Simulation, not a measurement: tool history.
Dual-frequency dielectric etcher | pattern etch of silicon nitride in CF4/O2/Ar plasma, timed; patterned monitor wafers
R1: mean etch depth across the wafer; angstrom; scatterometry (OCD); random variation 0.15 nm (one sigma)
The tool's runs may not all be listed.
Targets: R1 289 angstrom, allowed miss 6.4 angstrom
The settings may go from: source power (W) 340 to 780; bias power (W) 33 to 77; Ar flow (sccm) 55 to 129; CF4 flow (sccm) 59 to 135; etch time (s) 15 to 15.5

Run 1, hour 0: source power (W) 560, bias power (W) 55, Ar flow (sccm) 92, CF4 flow (sccm) 97, etch time (s) 15. Result: R1 329.36 angstrom.
Run 2, hour 6.1: source power (W) 560, bias power (W) 55, Ar flow (sccm) 92, CF4 flow (sccm) 113, etch time (s) 15. Result: R1 336.54 angstrom.
Run 3, hour 6.6: source power (W) 560, bias power (W) 55, Ar flow (sccm) 92, CF4 flow (sccm) 130, etch time (s) 15. Result: R1 342.11 angstrom.
Run 4, hour 13.2: source power (W) 540, bias power (W) 55, Ar flow (sccm) 92, CF4 flow (sccm) 130, etch time (s) 15. Result: R1 337.34 angstrom.
Run 5, hour 14.2: source power (W) 510, bias power (W) 55, Ar flow (sccm) 92, CF4 flow (sccm) 130, etch time (s) 15. Result: R1 327.18 angstrom.
At hour 16.5: Ar flow controller replaced.
Run 6, hour 16.5: source power (W) 480, bias power (W) 55, Ar flow (sccm) 92, CF4 flow (sccm) 130, etch time (s) 15. Result: R1 320.02 angstrom.
Run 7, hour 23: source power (W) 460, bias power (W) 55, Ar flow (sccm) 92, CF4 flow (sccm) 130, etch time (s) 15. Result: R1 311.46 angstrom.
Run 8, hour 27.8: source power (W) 440, bias power (W) 55, Ar flow (sccm) 92, CF4 flow (sccm) 130, etch time (s) 15. Result: R1 306.04 angstrom.

Which of these 5 next moves meets every target?
Run A, hour 32.6: source power (W) 390, bias power (W) 57, Ar flow (sccm) 99, CF4 flow (sccm) 135, etch time (s) 15.5. Result: R1 ?.
Run B, hour 32.6: source power (W) 350, bias power (W) 59, Ar flow (sccm) 115, CF4 flow (sccm) 133, etch time (s) 15.5. Result: R1 ?.
Run C, hour 32.6: source power (W) 510, bias power (W) 59, Ar flow (sccm) 114, CF4 flow (sccm) 127, etch time (s) 15. Result: R1 ?.
Run D, hour 32.6: source power (W) 500, bias power (W) 39, Ar flow (sccm) 91, CF4 flow (sccm) 122, etch time (s) 15.5. Result: R1 ?.
Run E, hour 32.6: source power (W) 400, bias power (W) 64, Ar flow (sccm) 106, CF4 flow (sccm) 126, etch time (s) 15.5. Result: R1 ?.

move      R1
   A  301.59
   B  286.95
   C   328.5
   D  296.77
   E  313.26
A: nearer than the last run, and not there yet
B: meets every target
C: further off than the last run
D: nearer than the last run, and not there yet
E: further off than the last run
Move B is the one to make.
